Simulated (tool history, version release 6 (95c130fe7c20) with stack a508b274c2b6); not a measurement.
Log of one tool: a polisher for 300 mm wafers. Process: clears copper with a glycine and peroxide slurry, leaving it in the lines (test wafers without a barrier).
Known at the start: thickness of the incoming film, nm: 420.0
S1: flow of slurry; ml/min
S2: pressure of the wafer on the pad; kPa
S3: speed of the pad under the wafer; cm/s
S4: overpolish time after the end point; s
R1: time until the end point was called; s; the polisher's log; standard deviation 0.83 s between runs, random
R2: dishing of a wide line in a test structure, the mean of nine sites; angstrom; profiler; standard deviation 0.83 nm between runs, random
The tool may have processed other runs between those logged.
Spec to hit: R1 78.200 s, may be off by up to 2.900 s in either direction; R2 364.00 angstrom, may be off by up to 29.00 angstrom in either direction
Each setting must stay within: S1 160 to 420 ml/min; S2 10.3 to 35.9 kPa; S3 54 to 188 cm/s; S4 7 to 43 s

run 1 hour=0.0 | S1=270 S2=22.8 S3=120 S4=22 | R1=54.316 R2=787.67
run 2 hour=4.7 | S1=270 S2=22.8 S3=92 S4=22 | R1=67.229 R2=692.64
run 3 hour=7.6 | S1=290 S2=22.1 S3=92 S4=19 | R1=70.235 R2=615.55
run 4 hour=8.8 | S1=290 S2=22.1 S3=92 S4=23 | R1=69.494 R2=724.57
run 5 hour=10.4 | S1=270 S2=21.4 S3=92 S4=20 | R1=72.316 R2=631.97
run 6 hour=12.8 | S1=295 S2=21.4 S3=92 S4=20 | R1=71.576 R2=656.87
run 7 hour=21.0 | S1=270 S2=21.4 S3=90 S4=18 | R1=71.079 R2=596.54
run 8 hour=21.6 | S1=250 S2=20.7 S3=90 S4=16 | R1=76.251 R2=554.16
run 9 hour=24.6 | S1=235 S2=20.7 S3=88 S4=14 | R1=76.429 R2=477.21
run 10 hour=32.3 | S1=230 S2=20.7 S3=88 S4=13 | R1=76.914 R2=449.74
run 11 hour=33.0 | S1=225 S2=20.7 S3=88 S4=12 | R1=75.885 R2=438.15
-- hour=41.6 worn pad replaced by a new one
run 12 hour=41.6 | S1=220 S2=20.7 S3=88 S4=11 | R1=73.000 R2=425.20
run 13 hour=46.1 | S1=185 S2=17.9 S3=90 S4=7 | R1=82.589 R2=262.78
run 14 hour=51.9 | S1=195 S2=17.9 S3=90 S4=7 | R1=80.547 R2=253.55

Which one of the following 4 next-run settings gets every result inside its allowed miss? There is exactly one.
run A hour=57.7 | S1=250 S2=21.4 S3=76 S4=13 | R1=? R2=?
run B hour=57.7 | S1=215 S2=15.2 S3=112 S4=13 | R1=? R2=?
run C hour=57.7 | S1=225 S2=20.0 S3=84 S4=10 | R1=? R2=?
run D hour=57.7 | S1=180 S2=16.5 S3=104 S4=8 | R1=? R2=?

move=A R1=78.064 R2=426.32
move=B R1=76.289 R2=421.07
move=C R1=76.686 R2=350.35
move=D R1=76.754 R2=288.45
A: takes the result that was furthest off past its target
B: takes the result that was furthest off past its target
C: every result lands within tolerance
D: an improvement on the last run, though not all results are within tolerance
C is the move that brings every result within its allowed miss.
